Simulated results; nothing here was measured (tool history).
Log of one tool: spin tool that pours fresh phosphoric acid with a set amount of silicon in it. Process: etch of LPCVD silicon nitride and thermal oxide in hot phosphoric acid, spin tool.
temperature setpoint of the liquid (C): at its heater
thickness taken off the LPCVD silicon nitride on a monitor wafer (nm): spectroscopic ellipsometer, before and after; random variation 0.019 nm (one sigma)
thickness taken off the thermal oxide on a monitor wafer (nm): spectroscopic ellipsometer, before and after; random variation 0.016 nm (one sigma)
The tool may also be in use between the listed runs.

run  hour  temperature setpoint of the liquid (C)  silicon dissolved in the acid as it is poured (mg a litre)  time under the liquid (s)  thickness taken off the LPCVD silicon nitride on a monitor wafer (nm)  thickness taken off the thermal oxide on a monitor wafer (nm)
  1     0                                     162                                                          10                         70                                                                 5.9778                                                        0.19723
  2   8.4                                   161.5                                                          10                         65                                                                 5.4132                                                        0.20635
  3  12.2                                   161.5                                                          13                         65                                                                 5.4255                                                        0.14515
  4  16.3                                   161.5                                                          13                         40                                                                 3.3555                                                        0.08627
  5  24.7                                     161                                                          13                         40                                                                 3.2857                                                       0.091071
  6  25.9                                     160                                                        13.5                         40                                                                 3.1675                                                       0.096244

Forecast run 7:
  7  33.1                                     160                                                          14                         40                                                                      ?                                                              ?

{"run 7": {"thickness taken off the LPCVD silicon nitride on a monitor wafer (nm)": 3.1633, "thickness taken off the thermal oxide on a monitor wafer (nm)": 0.069786}}

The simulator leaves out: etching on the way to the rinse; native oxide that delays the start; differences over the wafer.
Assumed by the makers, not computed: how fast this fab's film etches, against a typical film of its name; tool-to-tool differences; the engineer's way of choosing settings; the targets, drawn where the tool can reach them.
